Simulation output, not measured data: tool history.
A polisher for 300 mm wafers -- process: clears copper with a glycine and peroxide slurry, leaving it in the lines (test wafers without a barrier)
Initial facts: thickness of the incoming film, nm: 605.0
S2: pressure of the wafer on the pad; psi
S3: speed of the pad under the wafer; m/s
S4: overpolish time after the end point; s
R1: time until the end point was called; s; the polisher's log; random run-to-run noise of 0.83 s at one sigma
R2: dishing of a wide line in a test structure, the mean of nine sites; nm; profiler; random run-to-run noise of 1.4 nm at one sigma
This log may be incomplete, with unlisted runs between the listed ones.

{"run": 1, "hour": 0.0, "flow of slurry (ml/min)": 190, "S2": 3.4, "S3": 0.86, "S4": 22, "R1": 100.36, "R2": 66.745}
{"run": 2, "hour": 8.1, "flow of slurry (ml/min)": 190, "S2": 3.6, "S3": 0.88, "S4": 22, "R1": 94.056, "R2": 68.394}
{"run": 3, "hour": 12.3, "flow of slurry (ml/min)": 190, "S2": 3.9, "S3": 0.88, "S4": 22, "R1": 87.768, "R2": 72.743}
{"run": 4, "hour": 13.9, "flow of slurry (ml/min)": 190, "S2": 4.0, "S3": 0.9, "S4": 22, "R1": 82.768, "R2": 74.194}
{"run": 5, "hour": 17.4, "flow of slurry (ml/min)": 190, "S2": 3.6, "S3": 0.9, "S4": 22, "R1": 93.107, "R2": 68.735}
{"run": 6, "hour": 23.0, "flow of slurry (ml/min)": 190, "S2": 3.8, "S3": 0.9, "S4": 22, "R1": 87.753, "R2": 69.753}
{"run": 7, "hour": 27.2, "flow of slurry (ml/min)": 190, "S2": 4.0, "S3": 0.9, "S4": 23, "R1": 80.744, "R2": 74.124}
{"run": 8, "hour": 31.4, "flow of slurry (ml/min)": 190, "S2": 4.1, "S3": 0.9, "S4": 24, "R1": 82.545, "R2": 79.192}
{"hour": 37.3, "done": "slurry nozzle cleaned"}
{"run": 9, "hour": 37.3, "flow of slurry (ml/min)": 190, "S2": 4.2, "S3": 0.9, "S4": 24, "R1": 74.001, "R2": 81.031}
{"run": 10, "hour": 45.4, "flow of slurry (ml/min)": 190, "S2": 4.3, "S3": 0.9, "S4": 24, "R1": 72.966, "R2": 81.33}
{"run": 11, "hour": 52.8, "flow of slurry (ml/min)": 190, "S2": 4.3, "S3": 0.9, "S4": 24, "R1": 72.195, "R2": 83.233}

Run 12, settings as shown, results not yet in. Your forecast:
{"run": 12, "hour": 54.5, "flow of slurry (ml/min)": 190, "S2": 4.4, "S3": 0.9, "S4": 24, "R1": "?", "R2": "?"}

{"run 12": {"R1": 70.879, "R2": 81.478}}
